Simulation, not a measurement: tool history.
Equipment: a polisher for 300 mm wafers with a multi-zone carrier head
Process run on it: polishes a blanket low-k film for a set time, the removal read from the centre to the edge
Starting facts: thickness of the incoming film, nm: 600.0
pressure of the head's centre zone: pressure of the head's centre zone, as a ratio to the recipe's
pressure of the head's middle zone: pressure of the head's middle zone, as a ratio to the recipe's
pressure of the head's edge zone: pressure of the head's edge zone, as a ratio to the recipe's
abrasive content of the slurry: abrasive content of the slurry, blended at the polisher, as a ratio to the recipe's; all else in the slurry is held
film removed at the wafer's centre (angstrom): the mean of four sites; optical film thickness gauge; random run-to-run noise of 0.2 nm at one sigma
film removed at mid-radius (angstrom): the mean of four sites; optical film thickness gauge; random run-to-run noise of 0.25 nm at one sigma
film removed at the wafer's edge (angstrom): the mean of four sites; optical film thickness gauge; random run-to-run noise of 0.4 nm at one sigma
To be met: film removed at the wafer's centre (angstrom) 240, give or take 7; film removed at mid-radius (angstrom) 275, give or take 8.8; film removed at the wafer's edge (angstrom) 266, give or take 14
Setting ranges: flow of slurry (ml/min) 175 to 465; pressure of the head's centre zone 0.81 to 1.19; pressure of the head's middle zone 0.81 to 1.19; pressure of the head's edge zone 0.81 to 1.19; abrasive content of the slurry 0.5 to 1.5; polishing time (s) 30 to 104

| run | hour | flow of slurry (ml/min) | pressure of the head's centre zone | pressure of the head's middle zone | pressure of the head's edge zone | abrasive content of the slurry | polishing time (s) | film removed at the wafer's centre (angstrom) | film removed at mid-radius (angstrom) | film removed at the wafer's edge (angstrom) |
|---|---|---|---|---|---|---|---|---|---|---|
| 1 | 0 | 295 | 1 | 1 | 1 | 1 | 67 | 296.09 | 278.43 | 271.31 |
| 2 | 5 | 285 | 0.96 | 1 | 1 | 1 | 67 | 289.62 | 272.39 | 272.06 |
| 3 | 9 | 245 | 0.96 | 1 | 1 | 1 | 67 | 274.44 | 265.89 | 265.2 |
| 4 | 13.7 | 245 | 0.96 | 1 | 1 | 1.15 | 67 | 305.32 | 290.28 | 282.84 |
| 5 | 22 | 295 | 0.96 | 1 | 1 | 1.15 | 67 | 309.48 | 296.13 | 285.53 |
| 6 | 26.7 | 280 | 0.93 | 1.02 | 1 | 1.1 | 67 | 292.45 | 289.47 | 276.78 |
| 7 | 31.8 | 265 | 0.9 | 1.03 | 1.02 | 1.1 | 67 | 278.57 | 288.73 | 289.1 |
| 8 | 37.3 | 255 | 0.88 | 1.04 | 1 | 1.1 | 67 | 274.7 | 295.07 | 282.39 |
| 9 | 44.2 | 255 | 0.88 | 1.04 | 1 | 1.1 | 67 | 275.11 | 287.54 | 289.14 |
|  | 52 | centre zone pressure recalibrated |
| 10 | 52 | 255 | 0.88 | 1.04 | 1 | 1.1 | 67 | 247.85 | 292.42 | 284.25 |

Exactly one of the 5 candidate moves below puts every result within its allowed miss. Which one?
| A | 59.8 | 230 | 0.81 | 1.01 | 1.09 | 1.05 | 74 | ? | ? | ? |
| B | 59.8 | 310 | 0.91 | 1.11 | 1.01 | 1.1 | 67 | ? | ? | ? |
| C | 59.8 | 255 | 0.88 | 1.12 | 0.98 | 1.2 | 61 | ? | ? | ? |
| D | 59.8 | 275 | 0.92 | 1.07 | 0.97 | 1.15 | 65 | ? | ? | ? |
| E | 59.8 | 300 | 0.9 | 1.03 | 1 | 1.15 | 61 | ? | ? | ? |

| move | film removed at the wafer's centre (angstrom) | film removed at mid-radius (angstrom) | film removed at the wafer's edge (angstrom) |
|---|---|---|---|
| A | 244.29 | 301.56 | 314.43 |
| B | 264.24 | 310.8 | 287.61 |
| C | 238.36 | 292.67 | 266.19 |
| D | 262.07 | 296.66 | 277.98 |
| E | 242.71 | 272.58 | 266.52 |
A: the biggest miss grows against the last run
B: the biggest miss grows against the last run
C: no nearer and no further than the last run
D: the biggest miss grows against the last run
E: each result inside its tolerance
So the answer is move E, the one that meets all the targets.
